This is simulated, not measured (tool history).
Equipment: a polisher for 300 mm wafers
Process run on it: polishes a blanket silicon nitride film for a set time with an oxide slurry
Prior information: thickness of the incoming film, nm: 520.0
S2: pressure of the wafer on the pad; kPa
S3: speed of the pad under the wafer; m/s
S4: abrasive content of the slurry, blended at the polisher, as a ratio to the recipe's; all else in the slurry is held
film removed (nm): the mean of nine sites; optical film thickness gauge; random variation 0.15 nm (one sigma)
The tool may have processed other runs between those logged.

{"run": 1, "day": 0.0, "flow of slurry (ml/min)": 220, "S2": 18.6, "S3": 1.24, "S4": 1.0, "polishing time (s)": 76, "film removed (nm)": 33.798}
{"run": 2, "day": 0.146, "flow of slurry (ml/min)": 265, "S2": 18.6, "S3": 1.24, "S4": 1.0, "polishing time (s)": 76, "film removed (nm)": 33.897}
{"run": 3, "day": 0.362, "flow of slurry (ml/min)": 265, "S2": 17.2, "S3": 1.24, "S4": 1.0, "polishing time (s)": 76, "film removed (nm)": 32.291}
{"run": 4, "day": 0.433, "flow of slurry (ml/min)": 265, "S2": 15.9, "S3": 1.24, "S4": 1.0, "polishing time (s)": 76, "film removed (nm)": 30.038}
{"run": 5, "day": 0.762, "flow of slurry (ml/min)": 265, "S2": 15.9, "S3": 1.24, "S4": 1.0, "polishing time (s)": 80, "film removed (nm)": 31.889}
{"run": 6, "day": 1.117, "flow of slurry (ml/min)": 265, "S2": 15.9, "S3": 1.52, "S4": 1.0, "polishing time (s)": 80, "film removed (nm)": 37.321}
{"run": 7, "day": 1.275, "flow of slurry (ml/min)": 265, "S2": 14.5, "S3": 1.48, "S4": 1.0, "polishing time (s)": 80, "film removed (nm)": 34.259}
{"run": 8, "day": 1.496, "flow of slurry (ml/min)": 265, "S2": 13.1, "S3": 1.46, "S4": 1.0, "polishing time (s)": 80, "film removed (nm)": 31.523}
{"run": 9, "day": 1.729, "flow of slurry (ml/min)": 265, "S2": 12.4, "S3": 1.44, "S4": 1.0, "polishing time (s)": 80, "film removed (nm)": 30.123}
{"run": 10, "day": 1.838, "flow of slurry (ml/min)": 265, "S2": 11.7, "S3": 1.42, "S4": 1.0, "polishing time (s)": 80, "film removed (nm)": 28.625}
{"run": 11, "day": 2.121, "flow of slurry (ml/min)": 265, "S2": 11.0, "S3": 1.42, "S4": 1.0, "polishing time (s)": 80, "film removed (nm)": 27.508}
{"run": 12, "day": 2.167, "flow of slurry (ml/min)": 260, "S2": 10.3, "S3": 1.42, "S4": 1.0, "polishing time (s)": 80, "film removed (nm)": 26.294}

Predict the results of run 13:
{"run": 13, "day": 2.329, "flow of slurry (ml/min)": 255, "S2": 10.3, "S3": 1.42, "S4": 1.0, "polishing time (s)": 80, "film removed (nm)": "?"}

film removed (nm): 26.321
